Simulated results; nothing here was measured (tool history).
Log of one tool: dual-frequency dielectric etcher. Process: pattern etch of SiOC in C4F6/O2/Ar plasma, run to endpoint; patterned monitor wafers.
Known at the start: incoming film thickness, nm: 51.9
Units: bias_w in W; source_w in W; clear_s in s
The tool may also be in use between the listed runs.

run 1 hour=0.0 | bias_w=458 source_w=440 | clear_s=16.001
run 2 hour=1.5 | bias_w=425 source_w=420 | clear_s=16.884
run 3 hour=8.4 | bias_w=425 source_w=480 | clear_s=16.088
run 4 hour=10.5 | bias_w=386 source_w=480 | clear_s=16.711
run 5 hour=15.3 | bias_w=362 source_w=460 | clear_s=17.475
run 6 hour=20.6 | bias_w=344 source_w=450 | clear_s=17.949

Run 7 comes next. What will it give?
run 7 hour=28.3 | bias_w=276 source_w=380 | clear_s=?

clear_s: 21.159 s
